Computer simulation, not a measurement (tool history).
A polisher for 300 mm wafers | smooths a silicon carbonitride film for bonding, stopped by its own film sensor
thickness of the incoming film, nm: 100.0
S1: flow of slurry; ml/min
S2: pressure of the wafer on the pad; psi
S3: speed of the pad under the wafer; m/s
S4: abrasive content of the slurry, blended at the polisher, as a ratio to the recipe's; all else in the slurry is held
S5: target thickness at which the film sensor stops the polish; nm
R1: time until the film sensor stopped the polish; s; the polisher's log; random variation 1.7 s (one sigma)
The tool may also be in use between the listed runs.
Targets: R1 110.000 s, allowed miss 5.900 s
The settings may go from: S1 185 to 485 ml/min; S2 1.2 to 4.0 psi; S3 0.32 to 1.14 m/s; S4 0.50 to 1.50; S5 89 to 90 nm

run	day	S1	S2	S3	S4	S5	R1
1	0.000	310	2.6	0.72	1.00	89	41.777
2	0.233	310	2.3	0.64	1.00	89	51.968
3	0.383	310	2.7	0.64	1.00	89	45.585
4	0.717	310	2.7	0.64	0.90	89	45.882
5	0.742	310	2.4	0.58	0.90	89	56.648
6	0.942	310	2.4	0.58	0.90	90	52.490
7	1.083	310	2.2	0.52	0.90	90	63.584
8	1.446	310	2.0	0.50	0.90	90	69.137
9	1.608	310	1.8	0.48	0.90	90	80.655
10	1.671	310	1.7	0.48	0.90	90	86.143
11	1.767	310	1.6	0.48	0.90	90	90.474
12	1.938	310	1.5	0.48	0.90	90	93.897
13	2.279	310	1.4	0.48	0.90	90	103.260

Which of these 4 next moves meets every target?
A	2.621	300	1.4	0.48	0.95	89	?
B	2.621	265	1.6	0.40	1.00	90	?
C	2.621	375	1.3	0.58	0.95	89	?
D	2.621	270	2.4	0.36	0.70	90	?

move	R1
A	108.670
B	98.970
C	98.385
D	91.932
A: meets every target
B: further off than the last run
C: further off than the last run
D: further off than the last run
The right move is A.

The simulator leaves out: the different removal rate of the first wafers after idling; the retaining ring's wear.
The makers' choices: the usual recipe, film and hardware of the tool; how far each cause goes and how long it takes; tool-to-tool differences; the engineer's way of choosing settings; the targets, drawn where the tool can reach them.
